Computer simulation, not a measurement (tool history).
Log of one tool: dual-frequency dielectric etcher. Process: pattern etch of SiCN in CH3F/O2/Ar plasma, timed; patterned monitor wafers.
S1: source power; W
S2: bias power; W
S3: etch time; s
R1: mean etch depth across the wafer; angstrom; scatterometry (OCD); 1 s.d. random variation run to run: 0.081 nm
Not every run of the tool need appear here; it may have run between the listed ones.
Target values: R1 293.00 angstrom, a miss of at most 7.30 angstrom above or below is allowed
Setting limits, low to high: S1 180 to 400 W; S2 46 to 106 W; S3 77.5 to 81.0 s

run 1 hour=0.0 | S1=290 S2=76 S3=77.5 | R1=239.67
run 2 hour=4.7 | S1=310 S2=80 S3=78.0 | R1=252.18
run 3 hour=9.1 | S1=320 S2=83 S3=78.0 | R1=259.58
run 4 hour=16.7 | S1=330 S2=85 S3=78.0 | R1=264.33
run 5 hour=23.1 | S1=340 S2=87 S3=78.0 | R1=270.05
run 6 hour=24.5 | S1=380 S2=87 S3=78.0 | R1=281.08
run 7 hour=28.0 | S1=380 S2=88 S3=78.0 | R1=283.04
run 8 hour=34.3 | S1=380 S2=89 S3=78.0 | R1=283.40

Exactly one of the 5 candidate moves below puts every result within its allowed miss. Which one?
run A hour=40.6 | S1=330 S2=99 S3=77.5 | R1=?
run B hour=40.6 | S1=400 S2=99 S3=78.5 | R1=?
run C hour=40.6 | S1=370 S2=100 S3=77.5 | R1=?
run D hour=40.6 | S1=350 S2=104 S3=81.0 | R1=?
run E hour=40.6 | S1=370 S2=106 S3=80.0 | R1=?

move=A R1=280.50
move=B R1=304.81
move=C R1=293.67
move=D R1=305.69
move=E R1=310.53
A: the biggest miss grows against the last run
B: moves the result that the last run missed by most past its target, out the other side
C: meets every target
D: moves the result that the last run missed by most past its target, out the other side
E: moves the result that the last run missed by most past its target, out the other side
Go with C: it meets all targets.

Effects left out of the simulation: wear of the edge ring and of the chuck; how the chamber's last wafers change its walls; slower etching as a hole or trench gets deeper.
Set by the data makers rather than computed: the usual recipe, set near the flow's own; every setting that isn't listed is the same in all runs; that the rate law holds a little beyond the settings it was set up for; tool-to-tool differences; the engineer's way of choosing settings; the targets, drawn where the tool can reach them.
